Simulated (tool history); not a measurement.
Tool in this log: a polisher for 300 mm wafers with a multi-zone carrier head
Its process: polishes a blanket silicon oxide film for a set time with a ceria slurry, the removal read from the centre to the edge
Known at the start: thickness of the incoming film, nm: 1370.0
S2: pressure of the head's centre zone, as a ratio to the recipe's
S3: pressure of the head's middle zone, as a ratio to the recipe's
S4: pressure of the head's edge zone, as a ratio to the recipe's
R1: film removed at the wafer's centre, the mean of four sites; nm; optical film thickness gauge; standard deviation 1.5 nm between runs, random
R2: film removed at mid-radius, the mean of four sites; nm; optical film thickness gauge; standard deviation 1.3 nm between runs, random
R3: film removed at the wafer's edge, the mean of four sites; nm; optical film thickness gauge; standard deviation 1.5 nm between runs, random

{"run": 1, "hour": 0.0, "flow of slurry (ml/min)": 185, "S2": 1, "S3": 1, "S4": 1, "polishing time (s)": 44, "R1": 141.98, "R2": 145.78, "R3": 143.22}
{"run": 2, "hour": 7.3, "flow of slurry (ml/min)": 195, "S2": 1.02, "S3": 0.99, "S4": 1.03, "polishing time (s)": 45, "R1": 146.56, "R2": 147.86, "R3": 150.08}
{"run": 3, "hour": 11.4, "flow of slurry (ml/min)": 205, "S2": 1.05, "S3": 0.99, "S4": 1.05, "polishing time (s)": 46, "R1": 152.69, "R2": 152.02, "R3": 156.08}
{"run": 4, "hour": 13.5, "flow of slurry (ml/min)": 205, "S2": 1.02, "S3": 0.99, "S4": 1.05, "polishing time (s)": 46, "R1": 151.5, "R2": 151.25, "R3": 155.77}
{"run": 5, "hour": 19.5, "flow of slurry (ml/min)": 250, "S2": 1.02, "S3": 0.99, "S4": 1.05, "polishing time (s)": 46, "R1": 157.79, "R2": 155.7, "R3": 157.53}
{"run": 6, "hour": 23.7, "flow of slurry (ml/min)": 255, "S2": 1.04, "S3": 0.99, "S4": 1.07, "polishing time (s)": 46, "R1": 158.58, "R2": 153.55, "R3": 158.79}
{"run": 7, "hour": 26.9, "flow of slurry (ml/min)": 255, "S2": 1.06, "S3": 0.99, "S4": 1.08, "polishing time (s)": 47, "R1": 162.93, "R2": 157.67, "R3": 162.07}
{"run": 8, "hour": 34.1, "flow of slurry (ml/min)": 255, "S2": 1.07, "S3": 0.98, "S4": 1.09, "polishing time (s)": 48, "R1": 169.26, "R2": 160.41, "R3": 168.59}
{"run": 9, "hour": 41.1, "flow of slurry (ml/min)": 255, "S2": 1.08, "S3": 0.98, "S4": 1.1, "polishing time (s)": 48, "R1": 169.81, "R2": 160.11, "R3": 172.09}

Run 10 is up next; what results do you expect?
{"run": 10, "hour": 41.9, "flow of slurry (ml/min)": 260, "S2": 1.09, "S3": 0.98, "S4": 1.1, "polishing time (s)": 48, "R1": "?", "R2": "?", "R3": "?"}

Run 10 yielded R1 167.07 nm, R2 159.78 nm, R3 168.34 nm.

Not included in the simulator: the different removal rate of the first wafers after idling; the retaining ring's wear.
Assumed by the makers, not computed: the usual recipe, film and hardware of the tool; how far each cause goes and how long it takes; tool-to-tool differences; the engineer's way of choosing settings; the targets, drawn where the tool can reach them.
